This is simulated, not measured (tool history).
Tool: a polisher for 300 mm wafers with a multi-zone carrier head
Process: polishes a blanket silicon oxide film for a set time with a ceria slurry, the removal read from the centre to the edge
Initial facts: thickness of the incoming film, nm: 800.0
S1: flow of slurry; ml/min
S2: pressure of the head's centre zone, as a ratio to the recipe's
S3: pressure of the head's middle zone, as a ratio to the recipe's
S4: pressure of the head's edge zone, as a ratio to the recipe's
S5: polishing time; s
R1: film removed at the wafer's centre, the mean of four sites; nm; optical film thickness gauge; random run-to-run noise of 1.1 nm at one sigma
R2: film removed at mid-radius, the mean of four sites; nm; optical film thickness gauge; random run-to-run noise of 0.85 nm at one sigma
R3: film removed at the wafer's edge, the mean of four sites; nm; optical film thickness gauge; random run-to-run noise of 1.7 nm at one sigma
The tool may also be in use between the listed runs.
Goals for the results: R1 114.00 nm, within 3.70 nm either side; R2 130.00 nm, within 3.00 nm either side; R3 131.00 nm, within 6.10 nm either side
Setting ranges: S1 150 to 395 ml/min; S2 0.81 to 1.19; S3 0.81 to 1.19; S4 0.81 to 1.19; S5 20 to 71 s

{"run": 1, "hour": 0.0, "S1": 250, "S2": 1.0, "S3": 1.0, "S4": 1.0, "S5": 45, "R1": 139.46, "R2": 150.0, "R3": 149.16}
{"run": 2, "hour": 1.8, "S1": 250, "S2": 1.0, "S3": 1.0, "S4": 0.95, "S5": 45, "R1": 139.71, "R2": 150.45, "R3": 143.64}
{"run": 3, "hour": 2.3, "S1": 250, "S2": 1.0, "S3": 1.0, "S4": 0.87, "S5": 45, "R1": 140.02, "R2": 151.06, "R3": 137.49}
{"run": 4, "hour": 9.7, "S1": 250, "S2": 0.92, "S3": 1.0, "S4": 0.87, "S5": 45, "R1": 126.86, "R2": 149.55, "R3": 138.5}
{"run": 5, "hour": 13.1, "S1": 225, "S2": 0.92, "S3": 1.0, "S4": 0.87, "S5": 45, "R1": 127.14, "R2": 148.78, "R3": 138.75}
{"run": 6, "hour": 19.4, "S1": 225, "S2": 0.91, "S3": 0.98, "S4": 0.86, "S5": 45, "R1": 123.53, "R2": 146.25, "R3": 136.66}
{"run": 7, "hour": 27.6, "S1": 220, "S2": 0.9, "S3": 0.95, "S4": 0.86, "S5": 45, "R1": 123.65, "R2": 142.68, "R3": 137.54}
{"run": 8, "hour": 35.7, "S1": 220, "S2": 0.89, "S3": 0.93, "S4": 0.85, "S5": 45, "R1": 121.8, "R2": 139.38, "R3": 135.28}
{"run": 9, "hour": 40.2, "S1": 215, "S2": 0.88, "S3": 0.92, "S4": 0.85, "S5": 45, "R1": 121.64, "R2": 139.52, "R3": 136.51}
{"hour": 43.0, "done": "centre zone pressure recalibrated"}
{"run": 10, "hour": 43.0, "S1": 210, "S2": 0.87, "S3": 0.91, "S4": 0.84, "S5": 45, "R1": 127.5, "R2": 137.4, "R3": 135.73}
{"run": 11, "hour": 48.0, "S1": 210, "S2": 0.86, "S3": 0.91, "S4": 0.84, "S5": 44, "R1": 120.26, "R2": 134.91, "R3": 134.09}
{"run": 12, "hour": 51.3, "S1": 205, "S2": 0.85, "S3": 0.91, "S4": 0.84, "S5": 44, "R1": 119.33, "R2": 133.6, "R3": 132.73}
{"run": 13, "hour": 54.4, "S1": 205, "S2": 0.84, "S3": 0.91, "S4": 0.84, "S5": 44, "R1": 118.54, "R2": 134.3, "R3": 131.67}
{"run": 14, "hour": 63.0, "S1": 205, "S2": 0.83, "S3": 0.91, "S4": 0.85, "S5": 44, "R1": 118.61, "R2": 134.48, "R3": 132.55}
{"run": 15, "hour": 69.6, "S1": 200, "S2": 0.83, "S3": 0.91, "S4": 0.86, "S5": 44, "R1": 118.53, "R2": 132.77, "R3": 130.18}
{"run": 16, "hour": 75.7, "S1": 210, "S2": 0.83, "S3": 0.9, "S4": 0.85, "S5": 44, "R1": 118.57, "R2": 133.96, "R3": 133.27}
{"run": 17, "hour": 81.4, "S1": 210, "S2": 0.83, "S3": 0.9, "S4": 0.86, "S5": 44, "R1": 116.13, "R2": 133.51, "R3": 132.49}

5 candidate next runs follow, results not yet known. Just one meets every target within its allowed miss. Identify it.
{"run": "A", "hour": 87.1, "S1": 220, "S2": 0.86, "S3": 0.86, "S4": 0.85, "S5": 44, "R1": "?", "R2": "?", "R3": "?"}
{"run": "B", "hour": 87.1, "S1": 180, "S2": 0.82, "S3": 0.98, "S4": 0.84, "S5": 44, "R1": "?", "R2": "?", "R3": "?"}
{"run": "C", "hour": 87.1, "S1": 215, "S2": 0.83, "S3": 0.97, "S4": 0.87, "S5": 43, "R1": "?", "R2": "?", "R3": "?"}
{"run": "D", "hour": 87.1, "S1": 245, "S2": 0.81, "S3": 0.95, "S4": 0.82, "S5": 44, "R1": "?", "R2": "?", "R3": "?"}
{"run": "E", "hour": 87.1, "S1": 240, "S2": 0.83, "S3": 0.91, "S4": 0.91, "S5": 42, "R1": "?", "R2": "?", "R3": "?"}

move=A R1=121.60 R2=130.55 R3=130.96
move=B R1=111.66 R2=138.12 R3=126.87
move=C R1=114.29 R2=138.13 R3=128.83
move=D R1=116.47 R2=141.93 R3=130.23
move=E R1=113.57 R2=131.12 R3=130.06
A: corrects the largest miss of the last run, while another result sits out of spec
B: the biggest miss grows against the last run
C: the biggest miss grows against the last run
D: the biggest miss grows against the last run
E: all results in spec
Go with E: it meets all targets.
